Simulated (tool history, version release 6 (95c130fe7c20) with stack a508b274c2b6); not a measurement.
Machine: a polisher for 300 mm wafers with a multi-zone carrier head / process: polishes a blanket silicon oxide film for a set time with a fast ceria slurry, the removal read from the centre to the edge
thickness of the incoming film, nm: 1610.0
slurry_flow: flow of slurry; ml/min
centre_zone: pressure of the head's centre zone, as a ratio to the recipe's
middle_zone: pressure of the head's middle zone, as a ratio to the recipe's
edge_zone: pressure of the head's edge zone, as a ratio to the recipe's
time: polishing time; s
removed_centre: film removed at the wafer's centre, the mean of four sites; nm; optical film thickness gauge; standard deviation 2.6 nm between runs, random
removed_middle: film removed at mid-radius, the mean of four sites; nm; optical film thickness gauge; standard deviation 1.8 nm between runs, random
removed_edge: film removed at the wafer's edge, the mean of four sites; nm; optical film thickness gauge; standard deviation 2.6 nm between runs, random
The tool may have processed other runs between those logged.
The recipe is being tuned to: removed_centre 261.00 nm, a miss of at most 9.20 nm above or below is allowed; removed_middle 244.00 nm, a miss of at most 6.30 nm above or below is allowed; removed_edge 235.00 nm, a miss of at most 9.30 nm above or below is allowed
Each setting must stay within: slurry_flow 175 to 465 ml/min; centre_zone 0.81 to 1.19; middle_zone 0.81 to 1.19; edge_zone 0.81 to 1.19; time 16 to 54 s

| run | hour | slurry_flow | centre_zone | middle_zone | edge_zone | time | removed_centre | removed_middle | removed_edge |
|---|---|---|---|---|---|---|---|---|---|
| 1 | 0.0 | 295 | 1.00 | 1.00 | 1.00 | 35 | 455.39 | 458.72 | 457.77 |
| 2 | 7.9 | 275 | 1.00 | 0.98 | 0.95 | 29 | 374.99 | 368.47 | 373.32 |
| 3 | 13.6 | 265 | 1.01 | 0.99 | 0.91 | 25 | 326.42 | 317.97 | 309.46 |
| 4 | 18.0 | 265 | 1.01 | 0.99 | 0.91 | 29 | 380.55 | 375.31 | 356.42 |
| 5 | 27.0 | 260 | 1.01 | 0.98 | 0.88 | 26 | 330.93 | 333.54 | 319.63 |
| 6 | 34.6 | 260 | 1.01 | 0.98 | 0.82 | 26 | 332.29 | 326.69 | 302.60 |
| 7 | 36.9 | 270 | 1.02 | 0.93 | 0.81 | 16 | 210.80 | 194.41 | 190.79 |
| 8 | 39.8 | 270 | 1.04 | 0.96 | 0.85 | 16 | 213.56 | 199.30 | 195.63 |
| 9 | 45.3 | 270 | 1.07 | 0.99 | 0.89 | 17 | 231.33 | 217.98 | 207.87 |
| 10 | 50.1 | 270 | 1.09 | 1.00 | 0.92 | 18 | 252.43 | 231.79 | 224.89 |
| 11 | 53.4 | 270 | 1.09 | 1.01 | 0.93 | 18 | 251.46 | 234.63 | 222.57 |
| 12 | 59.1 | 270 | 1.09 | 1.01 | 0.95 | 18 | 251.81 | 236.84 | 224.62 |
| 13 | 60.3 | 270 | 1.09 | 1.01 | 0.97 | 18 | 251.87 | 239.91 | 231.50 |
| 14 | 66.6 | 270 | 1.10 | 1.01 | 0.98 | 18 | 252.34 | 235.67 | 231.73 |

5 candidate next runs follow, results not yet known. Just one meets every target within its allowed miss. Identify it.
| A | 72.9 | 215 | 1.05 | 1.03 | 0.98 | 18 | ? | ? | ? |
| B | 72.9 | 255 | 1.08 | 0.96 | 0.97 | 18 | ? | ? | ? |
| C | 72.9 | 245 | 1.09 | 1.00 | 0.95 | 19 | ? | ? | ? |
| D | 72.9 | 285 | 1.04 | 1.04 | 1.00 | 18 | ? | ? | ? |
| E | 72.9 | 265 | 1.04 | 1.11 | 1.01 | 18 | ? | ? | ? |

| move | removed_centre | removed_middle | removed_edge |
|---|---|---|---|
| A | 236.77 | 234.81 | 224.94 |
| B | 249.20 | 225.90 | 227.57 |
| C | 264.21 | 245.65 | 236.91 |
| D | 243.22 | 244.61 | 232.74 |
| E | 241.29 | 256.64 | 232.31 |
A: lands further from the targets than the last run did
B: lands further from the targets than the last run did
C: all results in spec
D: gets the furthest-off result to its target, but another result is out of tolerance
E: moves the result that the last run missed by most past its target, out the other side
Go with C: it meets all targets.

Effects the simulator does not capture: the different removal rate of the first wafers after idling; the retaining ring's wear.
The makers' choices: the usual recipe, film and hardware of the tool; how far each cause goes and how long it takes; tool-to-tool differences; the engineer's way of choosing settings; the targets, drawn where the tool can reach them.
